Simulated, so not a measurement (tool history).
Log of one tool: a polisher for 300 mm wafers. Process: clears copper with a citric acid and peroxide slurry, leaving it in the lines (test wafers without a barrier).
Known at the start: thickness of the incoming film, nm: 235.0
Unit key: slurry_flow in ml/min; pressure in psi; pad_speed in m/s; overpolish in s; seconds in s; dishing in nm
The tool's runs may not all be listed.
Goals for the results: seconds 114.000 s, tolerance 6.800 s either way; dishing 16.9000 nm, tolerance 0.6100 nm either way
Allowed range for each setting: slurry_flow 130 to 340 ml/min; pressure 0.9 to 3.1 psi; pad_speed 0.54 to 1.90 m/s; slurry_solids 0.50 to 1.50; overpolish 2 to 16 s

run  hour  slurry_flow  pressure  pad_speed  slurry_solids  overpolish  seconds  dishing
  1   0.0          220       2.0       1.22           1.00           8  133.680   8.8194
  2   2.7          220       2.0       1.22           1.00           6  138.550   6.8550
  3   7.1          220       2.0       1.04           1.00           6  160.280   5.9596
  4  10.6          170       2.0       1.04           1.00           6  163.440   5.7028
  5  17.5          165       2.0       1.10           1.00           7  153.160   6.8819
  6  25.8          165       2.4       1.10           1.00           7  131.550   8.0132
  7  31.6          165       2.4       1.14           1.00           8  127.340   9.3706
  8  38.9          165       2.4       1.14           1.00           8  129.590   9.2961
  9  39.7          160       2.4       1.16           1.00           9  127.740  10.4660
 10  46.8          155       2.5       1.16           1.00           9  123.340  10.8270
 11  50.3          145       2.7       1.16           1.00          11  114.320  13.4070
 12  55.7          135       2.7       1.18           0.95          12  111.990  14.4480
 13  61.2          135       2.7       1.18           1.00          12  112.190  14.5240
     68.4  -- head pressure recalibrated
 14  68.4          140       2.7       1.18           1.00          12  122.460  13.2450
 15  72.0          140       2.9       1.20           1.00          13  112.370  15.6320

Below are 5 possible settings for the next run. Only one of them brings all results inside the allowed miss of their targets. Which is it?
  A  75.6          130       3.0       1.16           1.10          16        ?        ?
  B  75.6          135       3.1       1.34           0.90          14        ?        ?
  C  75.6          160       2.8       1.42           0.80          15        ?        ?
  D  75.6          170       2.9       1.16           1.00          15        ?        ?
  E  75.6          130       2.6       1.34           1.05          13        ?        ?

move  seconds  dishing
   A  112.560  18.1610
   B   99.032  18.0860
   C  103.640  18.3560
   D  114.990  17.0460
   E  112.870  15.4810
A: carries the result that was furthest off beyond its target, to the other side
B: carries the result that was furthest off beyond its target, to the other side
C: carries the result that was furthest off beyond its target, to the other side
D: all results land within tolerance of their targets
E: its largest miss is bigger than the last run's
D meets every target.

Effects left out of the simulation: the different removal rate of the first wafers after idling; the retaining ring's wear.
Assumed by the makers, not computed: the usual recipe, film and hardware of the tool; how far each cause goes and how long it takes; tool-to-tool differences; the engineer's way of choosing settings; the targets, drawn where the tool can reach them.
